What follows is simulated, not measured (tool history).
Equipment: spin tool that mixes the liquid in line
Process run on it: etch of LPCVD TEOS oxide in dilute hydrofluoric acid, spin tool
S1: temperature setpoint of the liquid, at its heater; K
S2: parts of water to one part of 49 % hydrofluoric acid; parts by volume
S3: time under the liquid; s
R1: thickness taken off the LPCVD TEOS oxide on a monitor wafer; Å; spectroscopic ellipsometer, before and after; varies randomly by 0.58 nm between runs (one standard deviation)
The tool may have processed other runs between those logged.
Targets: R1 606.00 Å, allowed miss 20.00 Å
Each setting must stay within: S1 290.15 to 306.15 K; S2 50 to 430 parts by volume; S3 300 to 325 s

{"run": 1, "day": 0.0, "S1": 298.15, "S2": 240, "S3": 300, "R1": 223.72}
{"run": 2, "day": 0.283, "S1": 301.15, "S2": 240, "S3": 300, "R1": 249.83}
{"run": 3, "day": 0.312, "S1": 301.15, "S2": 155, "S3": 300, "R1": 423.03}
{"run": 4, "day": 0.683, "S1": 302.65, "S2": 155, "S3": 300, "R1": 450.9}
{"run": 5, "day": 0.962, "S1": 303.15, "S2": 150, "S3": 300, "R1": 481.56}
{"day": 1.283, "done": "hydrofluoric acid flow meter replaced"}
{"run": 6, "day": 1.283, "S1": 303.65, "S2": 145, "S3": 300, "R1": 564.71}
{"run": 7, "day": 1.571, "S1": 304.15, "S2": 145, "S3": 300, "R1": 566.18}
{"run": 8, "day": 1.9, "S1": 304.65, "S2": 145, "S3": 300, "R1": 578.67}

Consider the 5 candidate settings below. Which is the only one whose results all fall within their allowed miss of target?
{"run": "A", "day": 2.229, "S1": 304.65, "S2": 160, "S3": 325, "R1": "?"}
{"run": "B", "day": 2.229, "S1": 306.15, "S2": 155, "S3": 320, "R1": "?"}
{"run": "C", "day": 2.229, "S1": 301.65, "S2": 145, "S3": 305, "R1": "?"}
{"run": "D", "day": 2.229, "S1": 303.65, "S2": 145, "S3": 300, "R1": "?"}
{"run": "E", "day": 2.229, "S1": 305.15, "S2": 155, "S3": 300, "R1": "?"}

move=A R1=565.60
move=B R1=609.89
move=C R1=536.35
move=D R1=567.26
move=E R1=552.18
A: its largest miss is bigger than the last run's
B: in spec on every target
C: its largest miss is bigger than the last run's
D: its largest miss is bigger than the last run's
E: its largest miss is bigger than the last run's
Go with B: it meets all targets.
